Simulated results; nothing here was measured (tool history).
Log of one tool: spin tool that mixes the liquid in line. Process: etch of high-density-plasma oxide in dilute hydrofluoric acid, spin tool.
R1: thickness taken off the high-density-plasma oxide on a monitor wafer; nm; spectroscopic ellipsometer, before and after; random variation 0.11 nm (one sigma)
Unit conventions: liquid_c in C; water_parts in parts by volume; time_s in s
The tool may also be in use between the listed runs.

Run 1, day 0: liquid_c 24 C, water_parts 70 parts by volume, time_s 80 s. Result: R1 10.605 nm.
Run 2, day 0.279: liquid_c 27 C, water_parts 70 parts by volume, time_s 80 s. Result: R1 12 nm.
Run 3, day 0.533: liquid_c 27 C, water_parts 95 parts by volume, time_s 80 s. Result: R1 8.3723 nm.
Run 4, day 0.667: liquid_c 27 C, water_parts 80 parts by volume, time_s 80 s. Result: R1 10.149 nm.
Run 5, day 0.779: liquid_c 27.5 C, water_parts 80 parts by volume, time_s 80 s. Result: R1 10.621 nm.
Run 6, day 0.946: liquid_c 28 C, water_parts 80 parts by volume, time_s 80 s. Result: R1 10.698 nm.

Run 7, settings as shown, results not yet in. Your forecast:
Run 7, day 1.25: liquid_c 28.5 C, water_parts 80 parts by volume, time_s 80 s. Result: R1 ?.

{"run 7": {"R1": 11.038}}
